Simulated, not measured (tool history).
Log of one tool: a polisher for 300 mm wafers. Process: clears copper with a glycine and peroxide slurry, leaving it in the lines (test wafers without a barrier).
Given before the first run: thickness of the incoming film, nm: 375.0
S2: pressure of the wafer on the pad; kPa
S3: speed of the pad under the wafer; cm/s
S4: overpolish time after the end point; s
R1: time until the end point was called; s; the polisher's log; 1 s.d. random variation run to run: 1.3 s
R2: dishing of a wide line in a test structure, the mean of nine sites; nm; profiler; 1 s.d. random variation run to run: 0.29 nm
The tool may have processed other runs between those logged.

{"run": 1, "hour": 0.0, "flow of slurry (ml/min)": 155, "S2": 15.2, "S3": 96, "S4": 9, "R1": 106.92, "R2": 24.224}
{"run": 2, "hour": 8.0, "flow of slurry (ml/min)": 150, "S2": 14.5, "S3": 96, "S4": 9, "R1": 107.12, "R2": 23.203}
{"run": 3, "hour": 10.8, "flow of slurry (ml/min)": 175, "S2": 14.5, "S3": 96, "S4": 9, "R1": 107.84, "R2": 24.075}
{"run": 4, "hour": 11.5, "flow of slurry (ml/min)": 175, "S2": 14.5, "S3": 96, "S4": 11, "R1": 106.58, "R2": 28.367}
{"run": 5, "hour": 16.9, "flow of slurry (ml/min)": 175, "S2": 14.5, "S3": 96, "S4": 9, "R1": 108.66, "R2": 23.974}
{"run": 6, "hour": 21.2, "flow of slurry (ml/min)": 175, "S2": 13.8, "S3": 96, "S4": 10, "R1": 111.1, "R2": 24.527}

What does the tool deliver on the next run?
{"run": 7, "hour": 27.2, "flow of slurry (ml/min)": 175, "S2": 13.1, "S3": 94, "S4": 11, "R1": "?", "R2": "?"}

R1: 116.14 s
R2: 26.532 nm
